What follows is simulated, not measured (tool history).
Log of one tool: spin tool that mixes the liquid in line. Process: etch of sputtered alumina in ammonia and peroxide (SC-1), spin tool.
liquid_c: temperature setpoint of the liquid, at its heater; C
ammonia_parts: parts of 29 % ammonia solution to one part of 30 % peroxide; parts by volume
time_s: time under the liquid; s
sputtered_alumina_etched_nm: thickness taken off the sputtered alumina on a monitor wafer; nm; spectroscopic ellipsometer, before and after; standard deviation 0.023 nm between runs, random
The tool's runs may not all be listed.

run    day  liquid_c  ammonia_parts  time_s  sputtered_alumina_etched_nm
  1      0        55           0.45     265                       11.787
  2  0.138      61.5           0.45     265                       16.572
  3  0.429      61.5           0.55     265                       16.988
  4  0.538      57.5           0.55     265                       13.732
  5  0.708      53.5           0.55     265                       11.128
  6  1.025      53.5            0.4     265                       10.862

The next listed run, before its measurement:
  7  1.371        51            0.4     265                            ?

sputtered_alumina_etched_nm: 9.459 nm
